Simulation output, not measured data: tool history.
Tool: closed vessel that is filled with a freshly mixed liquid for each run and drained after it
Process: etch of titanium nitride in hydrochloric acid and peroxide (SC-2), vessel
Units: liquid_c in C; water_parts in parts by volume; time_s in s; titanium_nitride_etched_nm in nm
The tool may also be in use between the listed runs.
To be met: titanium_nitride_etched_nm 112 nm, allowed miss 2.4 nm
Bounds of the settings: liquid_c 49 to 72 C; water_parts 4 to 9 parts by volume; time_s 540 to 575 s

{"run": 1, "day": 0.0, "liquid_c": 65, "water_parts": 5, "time_s": 540, "titanium_nitride_etched_nm": 96.245}
{"run": 2, "day": 0.1, "liquid_c": 65.5, "water_parts": 5, "time_s": 540, "titanium_nitride_etched_nm": 99.454}
{"run": 3, "day": 0.246, "liquid_c": 65.5, "water_parts": 5, "time_s": 540, "titanium_nitride_etched_nm": 99.077}
{"run": 4, "day": 0.6, "liquid_c": 66, "water_parts": 5, "time_s": 540, "titanium_nitride_etched_nm": 103.6}
{"run": 5, "day": 0.804, "liquid_c": 66, "water_parts": 4, "time_s": 540, "titanium_nitride_etched_nm": 120.06}
{"run": 6, "day": 1.121, "liquid_c": 66, "water_parts": 4, "time_s": 540, "titanium_nitride_etched_nm": 120.56}
{"run": 7, "day": 1.204, "liquid_c": 65.5, "water_parts": 4, "time_s": 540, "titanium_nitride_etched_nm": 117.26}
{"run": 8, "day": 1.408, "liquid_c": 64.5, "water_parts": 4, "time_s": 540, "titanium_nitride_etched_nm": 108.59}

Which of these 4 next moves meets every target?
{"run": "A", "day": 1.612, "liquid_c": 67, "water_parts": 5, "time_s": 560, "titanium_nitride_etched_nm": "?"}
{"run": "B", "day": 1.612, "liquid_c": 63.5, "water_parts": 4, "time_s": 555, "titanium_nitride_etched_nm": "?"}
{"run": "C", "day": 1.612, "liquid_c": 64, "water_parts": 4, "time_s": 545, "titanium_nitride_etched_nm": "?"}
{"run": "D", "day": 1.612, "liquid_c": 64, "water_parts": 4.5, "time_s": 575, "titanium_nitride_etched_nm": "?"}

move=A titanium_nitride_etched_nm=112.18
move=B titanium_nitride_etched_nm=104.84
move=C titanium_nitride_etched_nm=106.16
move=D titanium_nitride_etched_nm=103.39
A: meets every target
B: further off than the last run
C: further off than the last run
D: further off than the last run
Move A is the one to make.

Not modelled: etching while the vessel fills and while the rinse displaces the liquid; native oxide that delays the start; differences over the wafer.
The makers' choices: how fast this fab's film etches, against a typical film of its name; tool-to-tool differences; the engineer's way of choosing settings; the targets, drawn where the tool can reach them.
